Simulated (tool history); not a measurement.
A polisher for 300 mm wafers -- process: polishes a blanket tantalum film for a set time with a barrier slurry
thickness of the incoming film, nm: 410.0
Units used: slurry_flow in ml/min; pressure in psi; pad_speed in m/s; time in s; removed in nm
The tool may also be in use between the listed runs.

run 1 day=0.000 | slurry_flow=215 pressure=1.5 pad_speed=0.90 slurry_solids=1.0 time=19 | removed=18.096
run 2 day=0.317 | slurry_flow=215 pressure=1.4 pad_speed=0.90 slurry_solids=1.0 time=19 | removed=17.063
run 3 day=0.679 | slurry_flow=215 pressure=1.4 pad_speed=1.06 slurry_solids=1.0 time=19 | removed=19.726
run 4 day=0.921 | slurry_flow=215 pressure=1.3 pad_speed=1.06 slurry_solids=1.0 time=19 | removed=18.266
run 5 day=1.029 | slurry_flow=215 pressure=1.3 pad_speed=1.06 slurry_solids=0.8 time=19 | removed=17.523
run 6 day=1.212 | slurry_flow=215 pressure=1.6 pad_speed=1.06 slurry_solids=0.8 time=19 | removed=21.633
run 7 day=1.433 | slurry_flow=215 pressure=1.5 pad_speed=1.06 slurry_solids=0.8 time=19 | removed=20.270

Estimate the outcome of run 8 from the log above:
run 8 day=1.533 | slurry_flow=215 pressure=1.4 pad_speed=1.06 slurry_solids=0.8 time=19 | removed=?

removed: 19.209 nm

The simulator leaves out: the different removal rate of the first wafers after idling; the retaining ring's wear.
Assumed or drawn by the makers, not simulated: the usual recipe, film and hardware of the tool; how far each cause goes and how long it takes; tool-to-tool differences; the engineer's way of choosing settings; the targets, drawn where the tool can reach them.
